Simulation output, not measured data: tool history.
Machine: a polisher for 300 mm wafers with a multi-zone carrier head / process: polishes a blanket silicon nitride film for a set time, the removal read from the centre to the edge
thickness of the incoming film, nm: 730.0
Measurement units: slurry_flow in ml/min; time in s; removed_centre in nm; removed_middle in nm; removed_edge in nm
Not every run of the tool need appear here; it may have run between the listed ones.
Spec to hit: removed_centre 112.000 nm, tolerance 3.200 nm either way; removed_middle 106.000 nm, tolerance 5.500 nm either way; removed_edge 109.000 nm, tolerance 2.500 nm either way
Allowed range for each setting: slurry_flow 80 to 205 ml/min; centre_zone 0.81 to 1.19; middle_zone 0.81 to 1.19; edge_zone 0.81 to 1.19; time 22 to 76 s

| run | hour | slurry_flow | centre_zone | middle_zone | edge_zone | time | removed_centre | removed_middle | removed_edge |
|---|---|---|---|---|---|---|---|---|---|
| 1 | 0.0 | 135 | 1.00 | 1.00 | 1.00 | 49 | 92.938 | 91.724 | 86.467 |
| 2 | 1.7 | 135 | 1.00 | 1.00 | 1.00 | 54 | 101.760 | 100.390 | 94.596 |
| 3 | 10.4 | 145 | 1.00 | 0.99 | 1.03 | 54 | 103.800 | 103.650 | 95.990 |
| 4 | 17.7 | 145 | 1.00 | 0.96 | 1.06 | 55 | 104.410 | 100.220 | 99.462 |
| 5 | 23.1 | 145 | 1.00 | 0.96 | 0.98 | 55 | 105.250 | 100.760 | 95.904 |
| 6 | 25.4 | 145 | 0.93 | 0.96 | 0.98 | 55 | 98.734 | 100.260 | 96.195 |
| 7 | 30.0 | 155 | 0.94 | 0.95 | 1.02 | 56 | 102.180 | 101.990 | 99.656 |
| 8 | 37.2 | 160 | 0.95 | 0.94 | 1.05 | 56 | 104.110 | 104.370 | 101.640 |
| 9 | 40.7 | 165 | 0.96 | 0.93 | 1.07 | 56 | 104.780 | 105.110 | 103.720 |
| 10 | 42.5 | 195 | 1.00 | 0.87 | 1.10 | 56 | 112.160 | 100.550 | 106.120 |

Which one of the following 5 next-run settings gets every result inside its allowed miss? There is exactly one.
| A | 44.3 | 195 | 0.94 | 0.85 | 1.04 | 59 | ? | ? | ? |
| B | 44.3 | 190 | 1.00 | 0.94 | 1.07 | 55 | ? | ? | ? |
| C | 44.3 | 195 | 0.99 | 0.91 | 1.09 | 54 | ? | ? | ? |
| D | 44.3 | 165 | 1.00 | 0.81 | 1.10 | 57 | ? | ? | ? |
| E | 44.3 | 195 | 1.04 | 0.81 | 1.18 | 55 | ? | ? | ? |

| move | removed_centre | removed_middle | removed_edge |
|---|---|---|---|
| A | 111.350 | 104.930 | 109.600 |
| B | 110.110 | 104.870 | 103.170 |
| C | 107.420 | 100.880 | 102.490 |
| D | 111.480 | 95.629 | 106.940 |
| E | 114.900 | 94.433 | 108.650 |
A: in spec on every target
B: lands further from the targets than the last run did
C: lands further from the targets than the last run did
D: gets the furthest-off result to its target, but another result is out of tolerance
E: gets the furthest-off result to its target, but another result is out of tolerance
Move A is the one to make.

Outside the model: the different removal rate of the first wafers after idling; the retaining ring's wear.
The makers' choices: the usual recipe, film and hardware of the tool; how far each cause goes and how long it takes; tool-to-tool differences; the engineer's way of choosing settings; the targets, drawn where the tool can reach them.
